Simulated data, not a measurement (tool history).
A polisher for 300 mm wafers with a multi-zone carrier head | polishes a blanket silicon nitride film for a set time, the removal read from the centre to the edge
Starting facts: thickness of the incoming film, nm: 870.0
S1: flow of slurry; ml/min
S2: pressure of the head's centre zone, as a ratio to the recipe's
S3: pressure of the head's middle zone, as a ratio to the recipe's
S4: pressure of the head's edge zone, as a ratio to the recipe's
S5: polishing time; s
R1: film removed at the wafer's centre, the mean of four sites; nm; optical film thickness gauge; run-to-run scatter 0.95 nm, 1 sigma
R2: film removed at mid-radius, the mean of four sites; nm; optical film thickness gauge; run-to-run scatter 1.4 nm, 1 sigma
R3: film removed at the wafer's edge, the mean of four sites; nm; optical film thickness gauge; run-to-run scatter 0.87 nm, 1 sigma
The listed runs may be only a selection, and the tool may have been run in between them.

run	hour	S1	S2	S3	S4	S5	R1	R2	R3
1	0.0	300	1.00	1.00	1.00	60	76.439	71.690	76.979
2	4.2	340	1.00	1.00	1.00	60	78.242	74.900	76.793
3	5.8	345	1.03	1.03	1.02	62	83.829	79.418	79.133
4	7.0	350	1.04	1.04	1.04	64	86.559	85.781	84.754
5	9.5	360	1.07	1.04	1.06	65	91.573	85.306	84.458
6	16.5	360	1.07	1.04	1.12	65	90.973	84.511	89.762
7	18.2	370	1.08	1.06	1.12	65	91.857	84.501	86.572

Predict the results of run 8:
8	19.8	375	1.08	1.08	1.12	66	?	?	?

Run 8 produced R1 94.620 nm, R2 92.241 nm, R3 91.683 nm.
